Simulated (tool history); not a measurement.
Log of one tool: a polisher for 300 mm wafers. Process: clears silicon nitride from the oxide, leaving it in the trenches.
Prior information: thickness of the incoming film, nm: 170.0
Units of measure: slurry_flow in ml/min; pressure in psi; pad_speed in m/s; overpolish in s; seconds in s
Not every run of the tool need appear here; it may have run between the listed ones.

run 1 hour=0 | slurry_flow=255 pressure=3.1 pad_speed=1.06 overpolish=11 | seconds=177.64
run 2 hour=8.5 | slurry_flow=300 pressure=3.1 pad_speed=1.06 overpolish=11 | seconds=175.47
run 3 hour=15.7 | slurry_flow=300 pressure=3.7 pad_speed=1.06 overpolish=11 | seconds=148.91
run 4 hour=21.1 | slurry_flow=300 pressure=4 pad_speed=1.06 overpolish=11 | seconds=138.79
-- hour=23.6 head pressure recalibrated
run 5 hour=23.6 | slurry_flow=300 pressure=4 pad_speed=1.06 overpolish=9 | seconds=121.4
run 6 hour=31.2 | slurry_flow=300 pressure=4 pad_speed=0.8 overpolish=9 | seconds=160.58
run 7 hour=34.1 | slurry_flow=300 pressure=4 pad_speed=0.8 overpolish=9 | seconds=159.97
run 8 hour=37.9 | slurry_flow=300 pressure=4 pad_speed=0.8 overpolish=9 | seconds=162.19
run 9 hour=43.5 | slurry_flow=300 pressure=4.2 pad_speed=0.84 overpolish=9 | seconds=146.91
run 10 hour=44.6 | slurry_flow=300 pressure=4.4 pad_speed=0.88 overpolish=9 | seconds=132.9

Run 11 comes next. What will it give?
run 11 hour=51 | slurry_flow=300 pressure=4.5 pad_speed=0.9 overpolish=9 | seconds=?

{"run 11": {"seconds": 128.13}}
